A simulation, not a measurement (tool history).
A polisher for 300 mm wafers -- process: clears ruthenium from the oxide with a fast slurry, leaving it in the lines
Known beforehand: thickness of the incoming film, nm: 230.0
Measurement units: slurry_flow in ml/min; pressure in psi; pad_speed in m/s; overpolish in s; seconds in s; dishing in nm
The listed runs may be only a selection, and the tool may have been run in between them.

{"run": 1, "hour": 0.0, "slurry_flow": 220, "pressure": 2.7, "pad_speed": 1.1, "slurry_solids": 1.0, "overpolish": 19, "seconds": 54.435, "dishing": 59.559}
{"run": 2, "hour": 0.5, "slurry_flow": 270, "pressure": 2.7, "pad_speed": 1.1, "slurry_solids": 1.0, "overpolish": 19, "seconds": 52.479, "dishing": 60.385}
{"run": 3, "hour": 4.1, "slurry_flow": 320, "pressure": 2.7, "pad_speed": 1.1, "slurry_solids": 1.0, "overpolish": 19, "seconds": 52.281, "dishing": 63.243}
{"run": 4, "hour": 8.7, "slurry_flow": 320, "pressure": 2.8, "pad_speed": 1.1, "slurry_solids": 1.0, "overpolish": 18, "seconds": 51.853, "dishing": 62.236}
{"run": 5, "hour": 15.6, "slurry_flow": 320, "pressure": 2.2, "pad_speed": 1.1, "slurry_solids": 1.0, "overpolish": 18, "seconds": 65.028, "dishing": 48.23}
{"run": 6, "hour": 17.5, "slurry_flow": 320, "pressure": 2.2, "pad_speed": 1.1, "slurry_solids": 0.8, "overpolish": 18, "seconds": 74.745, "dishing": 42.945}
{"run": 7, "hour": 18.9, "slurry_flow": 320, "pressure": 2.9, "pad_speed": 1.16, "slurry_solids": 0.8, "overpolish": 15, "seconds": 55.234, "dishing": 48.18}
{"run": 8, "hour": 22.3, "slurry_flow": 320, "pressure": 3.1, "pad_speed": 1.16, "slurry_solids": 0.8, "overpolish": 15, "seconds": 52.051, "dishing": 49.629}
{"run": 9, "hour": 27.7, "slurry_flow": 320, "pressure": 3.2, "pad_speed": 1.16, "slurry_solids": 0.8, "overpolish": 15, "seconds": 51.352, "dishing": 51.451}

For run 10, what comes out?
{"run": 10, "hour": 30.5, "slurry_flow": 320, "pressure": 3.2, "pad_speed": 1.16, "slurry_solids": 0.8, "overpolish": 15, "seconds": "?", "dishing": "?"}

{"run 10": {"seconds": 51.498, "dishing": 53.4}}
